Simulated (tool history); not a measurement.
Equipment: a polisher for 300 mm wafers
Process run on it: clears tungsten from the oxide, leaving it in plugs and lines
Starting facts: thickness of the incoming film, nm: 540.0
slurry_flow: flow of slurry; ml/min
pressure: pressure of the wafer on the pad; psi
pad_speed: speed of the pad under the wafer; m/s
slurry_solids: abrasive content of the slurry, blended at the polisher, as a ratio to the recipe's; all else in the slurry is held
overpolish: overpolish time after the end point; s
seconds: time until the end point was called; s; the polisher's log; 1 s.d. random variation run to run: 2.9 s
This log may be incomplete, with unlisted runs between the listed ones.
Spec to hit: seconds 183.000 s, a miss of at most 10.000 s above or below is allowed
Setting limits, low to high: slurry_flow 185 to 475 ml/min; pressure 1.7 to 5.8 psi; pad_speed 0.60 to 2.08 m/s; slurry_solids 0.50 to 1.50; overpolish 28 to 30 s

run,hour,slurry_flow,pressure,pad_speed,slurry_solids,overpolish,seconds
1,0.0,305,3.7,1.34,1.00,28,96.838
2,3.6,240,3.7,1.34,1.00,28,100.460
3,8.5,240,3.1,1.30,1.00,28,124.750
4,10.0,240,2.7,1.28,1.00,28,142.950
5,12.8,240,2.7,1.60,1.00,28,112.860
6,15.0,235,2.4,1.52,1.00,28,132.890
# hour 17.7: slurry blender recalibrated
7,17.7,235,2.2,1.48,1.00,28,141.650
8,20.6,230,1.7,1.26,0.95,28,217.380

Next run, 5 choices. One meets every target within its allowed miss, the rest don't. Which?
A,23.5,210,2.1,1.44,0.90,30,?
B,23.5,185,2.3,0.96,1.05,29,?
C,23.5,190,1.9,1.28,0.80,29,?
D,23.5,280,1.9,1.50,0.55,30,?
E,23.5,185,2.3,1.28,0.95,28,?

move,seconds
A,159.610
B,212.860
C,205.760
D,183.160
E,165.350
A: the result that was furthest off in the last run now lies on the other side of its target
B: nearer the targets than the last run, but a result is still out of spec
C: nearer the targets than the last run, but a result is still out of spec
D: all results land within tolerance of their targets
E: the result that was furthest off in the last run now lies on the other side of its target
Answer: D

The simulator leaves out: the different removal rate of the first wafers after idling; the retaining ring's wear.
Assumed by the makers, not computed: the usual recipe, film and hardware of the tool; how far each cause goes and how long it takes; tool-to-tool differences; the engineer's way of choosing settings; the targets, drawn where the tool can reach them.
